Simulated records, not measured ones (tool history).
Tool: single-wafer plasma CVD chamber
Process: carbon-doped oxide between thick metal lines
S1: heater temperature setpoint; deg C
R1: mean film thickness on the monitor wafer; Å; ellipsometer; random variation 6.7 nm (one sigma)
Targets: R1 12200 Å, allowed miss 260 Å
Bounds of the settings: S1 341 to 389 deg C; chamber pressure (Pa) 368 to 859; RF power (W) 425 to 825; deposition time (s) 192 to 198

{"run": 1, "hour": 0.0, "S1": 365, "chamber pressure (Pa)": 613, "RF power (W)": 625, "deposition time (s)": 192, "R1": 10740}
{"run": 2, "hour": 8.7, "S1": 365, "chamber pressure (Pa)": 613, "RF power (W)": 575, "deposition time (s)": 192, "R1": 10287}
{"run": 3, "hour": 15.9, "S1": 371, "chamber pressure (Pa)": 613, "RF power (W)": 575, "deposition time (s)": 192, "R1": 10169}
{"run": 4, "hour": 24.3, "S1": 371, "chamber pressure (Pa)": 715, "RF power (W)": 575, "deposition time (s)": 192, "R1": 10364}
{"run": 5, "hour": 31.5, "S1": 371, "chamber pressure (Pa)": 715, "RF power (W)": 575, "deposition time (s)": 198, "R1": 10758}
{"run": 6, "hour": 37.9, "S1": 370, "chamber pressure (Pa)": 725, "RF power (W)": 585, "deposition time (s)": 198, "R1": 10798}
{"run": 7, "hour": 44.2, "S1": 370, "chamber pressure (Pa)": 731, "RF power (W)": 600, "deposition time (s)": 198, "R1": 11131}
{"run": 8, "hour": 46.7, "S1": 370, "chamber pressure (Pa)": 741, "RF power (W)": 605, "deposition time (s)": 198, "R1": 11152}

Which of these 4 next moves meets every target?
{"run": "A", "hour": 49.2, "S1": 370, "chamber pressure (Pa)": 844, "RF power (W)": 530, "deposition time (s)": 192, "R1": "?"}
{"run": "B", "hour": 49.2, "S1": 373, "chamber pressure (Pa)": 729, "RF power (W)": 730, "deposition time (s)": 198, "R1": "?"}
{"run": "C", "hour": 49.2, "S1": 363, "chamber pressure (Pa)": 776, "RF power (W)": 510, "deposition time (s)": 198, "R1": "?"}
{"run": "D", "hour": 49.2, "S1": 366, "chamber pressure (Pa)": 777, "RF power (W)": 635, "deposition time (s)": 198, "R1": "?"}

move=A R1=10336
move=B R1=12217
move=C R1=10511
move=D R1=11664
A: further off than the last run
B: meets every target
C: further off than the last run
D: nearer than the last run, and not there yet
Answer: B

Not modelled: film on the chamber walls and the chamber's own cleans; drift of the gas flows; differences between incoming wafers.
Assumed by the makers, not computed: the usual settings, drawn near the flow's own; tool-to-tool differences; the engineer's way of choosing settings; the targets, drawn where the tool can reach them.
